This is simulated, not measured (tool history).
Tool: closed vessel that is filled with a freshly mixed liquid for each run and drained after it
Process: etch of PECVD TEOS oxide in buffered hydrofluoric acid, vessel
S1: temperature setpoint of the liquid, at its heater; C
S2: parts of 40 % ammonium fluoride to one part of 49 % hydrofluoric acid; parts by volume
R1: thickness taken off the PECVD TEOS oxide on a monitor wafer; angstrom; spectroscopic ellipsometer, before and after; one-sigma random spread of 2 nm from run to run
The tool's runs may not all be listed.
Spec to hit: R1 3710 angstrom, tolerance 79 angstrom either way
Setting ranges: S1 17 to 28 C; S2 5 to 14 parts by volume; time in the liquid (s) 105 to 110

Run 1, hour 0: S1 20 C, S2 8.5 parts by volume, time in the liquid (s) 105. Result: R1 1869.1 angstrom.
Run 2, hour 3.5: S1 22 C, S2 8 parts by volume, time in the liquid (s) 105. Result: R1 2212.9 angstrom.
Run 3, hour 10: S1 22 C, S2 8 parts by volume, time in the liquid (s) 110. Result: R1 2328.9 angstrom.
Run 4, hour 15.8: S1 22 C, S2 8 parts by volume, time in the liquid (s) 105. Result: R1 2220.6 angstrom.
Run 5, hour 22.4: S1 19.5 C, S2 8 parts by volume, time in the liquid (s) 105. Result: R1 1941.8 angstrom.
Run 6, hour 28.3: S1 21.5 C, S2 7.5 parts by volume, time in the liquid (s) 105. Result: R1 2304.2 angstrom.
Run 7, hour 34: S1 23 C, S2 7 parts by volume, time in the liquid (s) 105. Result: R1 2726.2 angstrom.
Run 8, hour 34.6: S1 27 C, S2 7 parts by volume, time in the liquid (s) 105. Result: R1 3359.8 angstrom.
Run 9, hour 43.2: S1 27.5 C, S2 7 parts by volume, time in the liquid (s) 105. Result: R1 3479.7 angstrom.

Below are 4 possible settings for the next run. Only one of them brings all results inside the allowed miss of their targets. Which is it?
Run A, hour 51.8: S1 28 C, S2 7 parts by volume, time in the liquid (s) 110. Result: R1 ?.
Run B, hour 51.8: S1 24 C, S2 6 parts by volume, time in the liquid (s) 110. Result: R1 ?.
Run C, hour 51.8: S1 25 C, S2 6.5 parts by volume, time in the liquid (s) 105. Result: R1 ?.
Run D, hour 51.8: S1 28 C, S2 8 parts by volume, time in the liquid (s) 110. Result: R1 ?.

move      R1
   A  3720.6
   B  3429.8
   C  3225.2
   D  3221.2
A: all results land within tolerance of their targets
B: moves away from the targets compared with the last run
C: moves away from the targets compared with the last run
D: moves away from the targets compared with the last run
Move A is the one to make.

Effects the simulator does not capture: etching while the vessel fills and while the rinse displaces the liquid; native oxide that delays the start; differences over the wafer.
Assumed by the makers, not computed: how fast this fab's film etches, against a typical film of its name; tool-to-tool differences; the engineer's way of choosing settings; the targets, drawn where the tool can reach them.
